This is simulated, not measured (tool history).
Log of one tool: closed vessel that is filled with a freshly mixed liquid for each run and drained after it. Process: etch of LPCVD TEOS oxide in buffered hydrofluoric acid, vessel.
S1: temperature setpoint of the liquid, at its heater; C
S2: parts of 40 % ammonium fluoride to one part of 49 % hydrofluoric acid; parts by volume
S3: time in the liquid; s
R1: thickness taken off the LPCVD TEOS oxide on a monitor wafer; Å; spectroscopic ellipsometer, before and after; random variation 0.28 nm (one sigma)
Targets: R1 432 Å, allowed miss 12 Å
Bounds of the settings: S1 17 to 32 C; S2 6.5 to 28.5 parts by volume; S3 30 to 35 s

| run | hour | S1 | S2 | S3 | R1 |
|---|---|---|---|---|---|
| 1 | 0 | 24 | 17.5 | 35 | 830.12 |
| 2 | 4.3 | 25.5 | 17.5 | 35 | 901.95 |
| 3 | 9.7 | 23 | 19 | 35 | 732.97 |
| 4 | 13.4 | 21 | 20.5 | 35 | 607.33 |
| 5 | 19.7 | 20 | 21.5 | 35 | 563.52 |
| 6 | 23.5 | 19 | 22.5 | 35 | 515.07 |
| 7 | 30.6 | 18.5 | 23 | 35 | 488.57 |
| 8 | 35.1 | 18 | 23.5 | 35 | 470.53 |
| 9 | 37.6 | 17.5 | 24 | 35 | 449.46 |

Which of these 4 next moves meets every target?
| A | 40.1 | 20.5 | 26 | 30 | ? |
| B | 40.1 | 17 | 27 | 35 | ? |
| C | 40.1 | 18.5 | 25 | 30 | ? |
| D | 40.1 | 17 | 21.5 | 30 | ? |

| move | R1 |
|---|---|
| A | 428.85 |
| B | 399.62 |
| C | 393.6 |
| D | 401.05 |
A: meets every target
B: takes the result that was furthest off past its target
C: takes the result that was furthest off past its target
D: takes the result that was furthest off past its target
Answer: A

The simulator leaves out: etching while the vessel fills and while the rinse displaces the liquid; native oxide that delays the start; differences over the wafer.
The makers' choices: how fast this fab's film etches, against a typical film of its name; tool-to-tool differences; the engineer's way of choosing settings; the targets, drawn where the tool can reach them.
